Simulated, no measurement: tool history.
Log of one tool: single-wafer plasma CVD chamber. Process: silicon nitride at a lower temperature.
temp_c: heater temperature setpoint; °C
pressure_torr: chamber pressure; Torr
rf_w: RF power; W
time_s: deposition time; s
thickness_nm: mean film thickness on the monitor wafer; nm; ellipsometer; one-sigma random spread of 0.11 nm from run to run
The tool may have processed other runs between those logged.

run  hour  temp_c  pressure_torr  rf_w  time_s  thickness_nm
  1   0.0     345           1.76   250    23.1        25.674
  2   3.7     345           1.63   245    23.1        24.605
  3  12.3     345           1.63   275    23.1        26.370
  4  17.2     345           1.63   300    23.1        28.508
  5  19.7     350           1.63   300    23.1        28.417
  6  26.0     350           1.63   320    23.1        29.924
  7  32.8     350           1.52   300    23.0        27.861

Expected results for the next run?
  8  39.5     350           1.44   285    22.9             ?

For run 8 the tool returned thickness_nm 26.068 nm.

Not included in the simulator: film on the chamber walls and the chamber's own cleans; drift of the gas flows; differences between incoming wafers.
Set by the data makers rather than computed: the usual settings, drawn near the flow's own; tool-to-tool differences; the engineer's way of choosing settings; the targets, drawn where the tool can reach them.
